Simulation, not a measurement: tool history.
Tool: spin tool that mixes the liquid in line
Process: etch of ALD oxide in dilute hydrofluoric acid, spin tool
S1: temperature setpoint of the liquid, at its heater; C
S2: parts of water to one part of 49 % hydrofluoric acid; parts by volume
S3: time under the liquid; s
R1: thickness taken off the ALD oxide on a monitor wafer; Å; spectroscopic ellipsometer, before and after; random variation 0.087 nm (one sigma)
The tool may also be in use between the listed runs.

run,hour,S1,S2,S3,R1
1,0,26,235,70,52.516
2,2,28,200,70,69.236
3,6.3,24.5,200,70,60.555
4,10.8,27,175,70,78.047
5,12.8,27,175,70,77.456
6,18.5,27,100,70,151.07
7,25,26,100,70,145.28
8,26.4,26,100,70,143.28
9,35.5,25.5,100,70,143.45

The next listed run, before its measurement:
10,40.9,25.5,100,70,?

Run 10 gave R1 141.54 Å.
